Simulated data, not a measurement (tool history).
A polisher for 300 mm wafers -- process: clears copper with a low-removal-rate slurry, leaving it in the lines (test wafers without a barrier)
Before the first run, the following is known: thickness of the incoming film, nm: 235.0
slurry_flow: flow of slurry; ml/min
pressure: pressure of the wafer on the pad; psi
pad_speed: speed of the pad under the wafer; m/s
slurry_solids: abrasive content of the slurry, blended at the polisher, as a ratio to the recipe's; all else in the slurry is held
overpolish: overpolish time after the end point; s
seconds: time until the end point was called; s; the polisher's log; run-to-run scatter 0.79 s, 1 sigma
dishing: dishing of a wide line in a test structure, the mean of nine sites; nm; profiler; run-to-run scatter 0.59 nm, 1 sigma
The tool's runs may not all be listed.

run 1 hour=0.0 | slurry_flow=250 pressure=2.1 pad_speed=1.20 slurry_solids=1.0 overpolish=25 | seconds=104.690 dishing=32.846
run 2 hour=6.4 | slurry_flow=250 pressure=2.3 pad_speed=1.20 slurry_solids=1.0 overpolish=25 | seconds=95.785 dishing=35.006
run 3 hour=10.8 | slurry_flow=250 pressure=2.5 pad_speed=1.20 slurry_solids=1.0 overpolish=25 | seconds=87.791 dishing=38.255
run 4 hour=16.3 | slurry_flow=250 pressure=2.5 pad_speed=1.20 slurry_solids=1.0 overpolish=33 | seconds=87.489 dishing=46.312
run 5 hour=21.9 | slurry_flow=210 pressure=2.5 pad_speed=1.20 slurry_solids=1.0 overpolish=33 | seconds=90.915 dishing=45.672
run 6 hour=28.9 | slurry_flow=225 pressure=2.6 pad_speed=1.20 slurry_solids=1.0 overpolish=31 | seconds=85.127 dishing=44.698

What will run 7 give?
-- hour=32.6 slurry blender recalibrated
run 7 hour=32.6 | slurry_flow=235 pressure=2.7 pad_speed=1.20 slurry_solids=1.0 overpolish=30 | seconds=? dishing=?

{"run 7": {"seconds": 76.743, "dishing": 45.802}}
